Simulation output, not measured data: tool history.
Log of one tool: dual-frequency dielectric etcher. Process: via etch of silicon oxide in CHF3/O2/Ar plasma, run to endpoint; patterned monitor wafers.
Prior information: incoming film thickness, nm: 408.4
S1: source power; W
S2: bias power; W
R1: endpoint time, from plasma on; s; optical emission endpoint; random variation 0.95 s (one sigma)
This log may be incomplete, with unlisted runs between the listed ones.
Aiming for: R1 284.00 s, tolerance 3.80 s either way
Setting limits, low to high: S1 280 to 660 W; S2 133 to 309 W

{"run": 1, "day": 0.0, "S1": 470, "S2": 221, "R1": 236.69}
{"run": 2, "day": 0.079, "S1": 420, "S2": 221, "R1": 246.16}
{"run": 3, "day": 0.133, "S1": 420, "S2": 195, "R1": 255.56}
{"run": 4, "day": 0.267, "S1": 390, "S2": 194, "R1": 262.41}
{"run": 5, "day": 0.55, "S1": 370, "S2": 193, "R1": 266.43}
{"run": 6, "day": 0.729, "S1": 350, "S2": 192, "R1": 274.06}
{"run": 7, "day": 0.912, "S1": 350, "S2": 192, "R1": 274.3}
{"run": 8, "day": 1.121, "S1": 340, "S2": 192, "R1": 278.76}
{"run": 9, "day": 1.367, "S1": 330, "S2": 192, "R1": 278.93}
{"day": 1.667, "done": "bias power generator calibrated"}
{"run": 10, "day": 1.667, "S1": 300, "S2": 191, "R1": 292.55}
{"run": 11, "day": 1.971, "S1": 310, "S2": 191, "R1": 288.71}

Pick the move, out of 4, that brings all results within their allowed miss; only one does.
{"run": "A", "day": 2.275, "S1": 300, "S2": 179, "R1": "?"}
{"run": "B", "day": 2.275, "S1": 290, "S2": 201, "R1": "?"}
{"run": "C", "day": 2.275, "S1": 310, "S2": 175, "R1": "?"}
{"run": "D", "day": 2.275, "S1": 300, "S2": 218, "R1": "?"}

move=A R1=295.19
move=B R1=291.51
move=C R1=292.90
move=D R1=282.42
A: further off than the last run
B: further off than the last run
C: further off than the last run
D: each result inside its tolerance
Answer: D
